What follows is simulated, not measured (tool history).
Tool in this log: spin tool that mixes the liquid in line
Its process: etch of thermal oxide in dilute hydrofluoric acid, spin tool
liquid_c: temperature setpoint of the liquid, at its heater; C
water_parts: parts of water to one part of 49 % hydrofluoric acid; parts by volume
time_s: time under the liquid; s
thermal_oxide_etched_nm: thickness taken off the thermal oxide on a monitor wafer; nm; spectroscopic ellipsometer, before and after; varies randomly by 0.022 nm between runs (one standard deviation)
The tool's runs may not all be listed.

run	hour	liquid_c	water_parts	time_s	thermal_oxide_etched_nm
1	0	23	255	70	1.06
2	8.3	26.5	255	70	1.1805
3	14.4	26.5	255	70	1.2005
4	18.4	26.5	255	70	1.185
5	25.2	29.5	255	70	1.3069
6	32.3	30	245	70	1.4124
7	33.6	30	240	70	1.4637
8	42.6	30	240	70	1.4703

Forecast run 9:
9	43.9	30	235	70	?

Run 9 yielded thermal_oxide_etched_nm 1.4497 nm.
